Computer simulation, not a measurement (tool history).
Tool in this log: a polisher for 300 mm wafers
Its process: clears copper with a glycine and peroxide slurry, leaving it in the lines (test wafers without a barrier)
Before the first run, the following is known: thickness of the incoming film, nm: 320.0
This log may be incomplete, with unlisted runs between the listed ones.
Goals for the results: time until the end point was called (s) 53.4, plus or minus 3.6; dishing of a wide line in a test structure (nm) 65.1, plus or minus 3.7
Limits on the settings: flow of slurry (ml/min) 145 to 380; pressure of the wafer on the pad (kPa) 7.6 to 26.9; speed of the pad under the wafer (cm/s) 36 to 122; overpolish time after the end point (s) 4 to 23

run  hour  flow of slurry (ml/min)  pressure of the wafer on the pad (kPa)  speed of the pad under the wafer (cm/s)  overpolish time after the end point (s)  time until the end point was called (s)  dishing of a wide line in a test structure (nm)
  1     0                      245                                    17.2                                       78                                       12                                     65.1                                           39.996
  2   2.7                      245                                    19.3                                       78                                       12                                   63.335                                           43.778
  3   9.1                      245                                    22.8                                       78                                       12                                   52.674                                           47.674
  4  13.5                      245                                    22.8                                       78                                       13                                   53.803                                            51.68
  5  19.5                      245                                    22.8                                       94                                       13                                   46.361                                           58.508
  6    28                      245                                    22.8                                       82                                       13                                   53.389                                           52.639
  7  36.2                      245                                    22.8                                       82                                       14                                   52.918                                           56.869
  8  42.7                      245                                    22.8                                       82                                       15                                   52.528                                           61.097

5 next moves are on the table. One of them brings every result within its allowed miss. Which?
  A  49.2                      220                                    21.4                                       94                                       13                                        ?                                                ?
  B  49.2                      235                                    22.1                                       62                                       20                                        ?                                                ?
  C  49.2                      285                                    26.2                                       66                                       15                                        ?                                                ?
  D  49.2                      305                                    20.7                                       86                                       17                                        ?                                                ?
  E  49.2                      165                                    26.9                                       90                                       14                                        ?                                                ?

move  time until the end point was called (s)  dishing of a wide line in a test structure (nm)
   A                                   48.435                                           54.447
   B                                   63.357                                           63.078
   C                                   51.948                                           58.738
   D                                   51.567                                           64.604
   E                                   42.735                                           64.874
A: the biggest miss grows against the last run
B: the worst result of the last run now meets its target, but another is out of spec
C: the biggest miss grows against the last run
D: all results land within tolerance of their targets
E: the worst result of the last run now meets its target, but another is out of spec
The move that meets every target is D.
